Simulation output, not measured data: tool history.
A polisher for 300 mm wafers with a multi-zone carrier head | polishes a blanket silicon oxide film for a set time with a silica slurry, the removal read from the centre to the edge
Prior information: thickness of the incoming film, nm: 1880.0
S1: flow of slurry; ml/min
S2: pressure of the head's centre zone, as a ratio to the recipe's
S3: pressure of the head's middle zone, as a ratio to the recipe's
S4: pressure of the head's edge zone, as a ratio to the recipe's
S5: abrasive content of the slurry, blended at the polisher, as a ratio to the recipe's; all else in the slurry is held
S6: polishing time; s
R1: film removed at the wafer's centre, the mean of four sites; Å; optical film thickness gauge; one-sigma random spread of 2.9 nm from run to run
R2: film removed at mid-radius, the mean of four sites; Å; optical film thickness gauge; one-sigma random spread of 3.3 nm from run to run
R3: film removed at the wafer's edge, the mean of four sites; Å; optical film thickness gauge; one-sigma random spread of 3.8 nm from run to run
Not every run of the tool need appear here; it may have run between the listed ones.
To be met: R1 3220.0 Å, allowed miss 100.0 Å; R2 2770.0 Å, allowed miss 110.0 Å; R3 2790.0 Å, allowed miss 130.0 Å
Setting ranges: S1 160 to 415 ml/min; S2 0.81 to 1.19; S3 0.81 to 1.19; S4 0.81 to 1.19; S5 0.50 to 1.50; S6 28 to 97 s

{"run": 1, "hour": 0.0, "S1": 265, "S2": 1.0, "S3": 1.0, "S4": 1.0, "S5": 1.0, "S6": 62, "R1": 2342.0, "R2": 2376.0, "R3": 2406.8}
{"run": 2, "hour": 2.9, "S1": 275, "S2": 1.05, "S3": 1.01, "S4": 1.02, "S5": 1.05, "S6": 62, "R1": 2510.7, "R2": 2511.9, "R3": 2464.3}
{"run": 3, "hour": 6.0, "S1": 275, "S2": 1.05, "S3": 1.01, "S4": 0.98, "S5": 1.05, "S6": 62, "R1": 2521.0, "R2": 2497.8, "R3": 2460.5}
{"run": 4, "hour": 12.6, "S1": 275, "S2": 1.05, "S3": 1.01, "S4": 0.91, "S5": 1.05, "S6": 62, "R1": 2484.0, "R2": 2470.0, "R3": 2360.0}
{"run": 5, "hour": 18.1, "S1": 285, "S2": 1.09, "S3": 1.0, "S4": 0.95, "S5": 1.1, "S6": 62, "R1": 2675.8, "R2": 2530.9, "R3": 2529.5}
{"run": 6, "hour": 20.4, "S1": 285, "S2": 1.01, "S3": 1.0, "S4": 0.95, "S5": 1.1, "S6": 62, "R1": 2480.4, "R2": 2498.4, "R3": 2468.8}
{"run": 7, "hour": 21.4, "S1": 300, "S2": 1.06, "S3": 1.0, "S4": 0.95, "S5": 1.15, "S6": 62, "R1": 2686.1, "R2": 2580.0, "R3": 2515.4}
{"run": 8, "hour": 25.4, "S1": 300, "S2": 1.09, "S3": 1.0, "S4": 0.97, "S5": 1.2, "S6": 62, "R1": 2765.9, "R2": 2580.7, "R3": 2587.2}
{"run": 9, "hour": 26.5, "S1": 340, "S2": 1.19, "S3": 1.03, "S4": 0.97, "S5": 1.4, "S6": 62, "R1": 3310.4, "R2": 2865.9, "R3": 2744.6}

4 candidate next runs follow, results not yet known. Just one meets every target within its allowed miss. Identify it.
{"run": "A", "hour": 27.6, "S1": 350, "S2": 1.19, "S3": 1.08, "S4": 0.9, "S5": 1.45, "S6": 63, "R1": "?", "R2": "?", "R3": "?"}
{"run": "B", "hour": 27.6, "S1": 350, "S2": 1.18, "S3": 1.01, "S4": 1.02, "S5": 1.35, "S6": 62, "R1": "?", "R2": "?", "R3": "?"}
{"run": "C", "hour": 27.6, "S1": 330, "S2": 1.19, "S3": 0.99, "S4": 0.99, "S5": 1.45, "S6": 64, "R1": "?", "R2": "?", "R3": "?"}
{"run": "D", "hour": 27.6, "S1": 310, "S2": 1.14, "S3": 1.14, "S4": 0.96, "S5": 1.3, "S6": 62, "R1": "?", "R2": "?", "R3": "?"}

move=A R1=3385.4 R2=3136.3 R3=2784.3
move=B R1=3211.6 R2=2835.7 R3=2776.0
move=C R1=3417.2 R2=2943.6 R3=2906.4
move=D R1=3020.5 R2=3063.2 R3=2653.1
A: its largest miss is bigger than the last run's
B: meets every target
C: its largest miss is bigger than the last run's
D: takes the biggest miss from the last run beyond its target
So the answer is move B, the one that meets all the targets.

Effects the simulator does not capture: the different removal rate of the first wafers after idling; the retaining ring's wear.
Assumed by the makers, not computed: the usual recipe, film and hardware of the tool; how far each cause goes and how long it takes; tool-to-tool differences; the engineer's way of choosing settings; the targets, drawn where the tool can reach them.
